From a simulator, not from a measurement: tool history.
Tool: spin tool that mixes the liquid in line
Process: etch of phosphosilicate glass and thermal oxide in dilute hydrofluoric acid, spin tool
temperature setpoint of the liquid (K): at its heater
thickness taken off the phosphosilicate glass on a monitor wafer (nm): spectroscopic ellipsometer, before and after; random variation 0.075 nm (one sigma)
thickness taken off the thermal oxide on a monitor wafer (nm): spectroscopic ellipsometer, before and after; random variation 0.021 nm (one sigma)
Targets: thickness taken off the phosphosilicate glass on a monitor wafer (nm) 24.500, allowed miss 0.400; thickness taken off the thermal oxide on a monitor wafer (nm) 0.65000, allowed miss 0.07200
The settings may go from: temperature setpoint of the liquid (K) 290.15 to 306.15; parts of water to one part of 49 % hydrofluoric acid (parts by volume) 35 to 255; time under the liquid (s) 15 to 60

run,hour,temperature setpoint of the liquid (K),parts of water to one part of 49 % hydrofluoric acid (parts by volume),time under the liquid (s),thickness taken off the phosphosilicate glass on a monitor wafer (nm),thickness taken off the thermal oxide on a monitor wafer (nm)
1,0.0,298.15,145,30,39.038,1.03590
2,3.1,298.15,145,45,58.137,1.53030
3,8.9,296.15,165,45,46.466,1.22670
4,13.3,294.65,180,45,39.350,1.03730
5,21.7,292.65,180,45,36.494,1.00310
6,22.9,290.15,180,45,32.988,0.91587
7,24.7,290.15,190,45,31.020,0.80728
8,29.7,290.15,200,45,29.312,0.75248
9,36.9,290.15,205,45,28.373,0.74173
10,45.1,290.15,210,45,27.804,0.77135

5 next moves are on the table. One of them brings every result within its allowed miss. Which?
A,53.3,290.65,220,40,?,?
B,53.3,290.15,155,30,?,?
C,53.3,291.65,220,40,?,?
D,53.3,290.15,235,50,?,?
E,53.3,290.15,135,25,?,?

move,thickness taken off the phosphosilicate glass on a monitor wafer (nm),thickness taken off the thermal oxide on a monitor wafer (nm)
A,23.615,0.63085
B,26.183,0.69944
C,24.555,0.65596
D,26.737,0.71425
E,25.545,0.68241
A: takes the result that was furthest off past its target
B: nearer than the last run, and not there yet
C: meets every target
D: nearer than the last run, and not there yet
E: nearer than the last run, and not there yet
The right move is C.
